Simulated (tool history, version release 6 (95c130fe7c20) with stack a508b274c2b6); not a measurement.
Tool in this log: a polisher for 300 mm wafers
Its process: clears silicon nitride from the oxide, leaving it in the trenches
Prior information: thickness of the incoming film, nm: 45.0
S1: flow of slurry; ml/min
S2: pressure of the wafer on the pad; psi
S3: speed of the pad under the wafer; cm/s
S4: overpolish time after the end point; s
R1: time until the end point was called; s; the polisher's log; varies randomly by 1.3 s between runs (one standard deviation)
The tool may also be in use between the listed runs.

run,hour,S1,S2,S3,S4,R1
1,0,215,1.8,94,6,77.762
2,3.5,215,2,94,6,70.344
3,9.1,195,2,94,6,71.633
4,12.6,190,1.8,94,6,79.184
5,19.7,190,1.8,94,5,77.427
6,22.2,190,1.5,94,5,93.61
7,24.4,190,1.4,94,5,98.954

The next listed run, before its measurement:
8,28.7,190,1.2,94,5,?

R1: 116.44 s
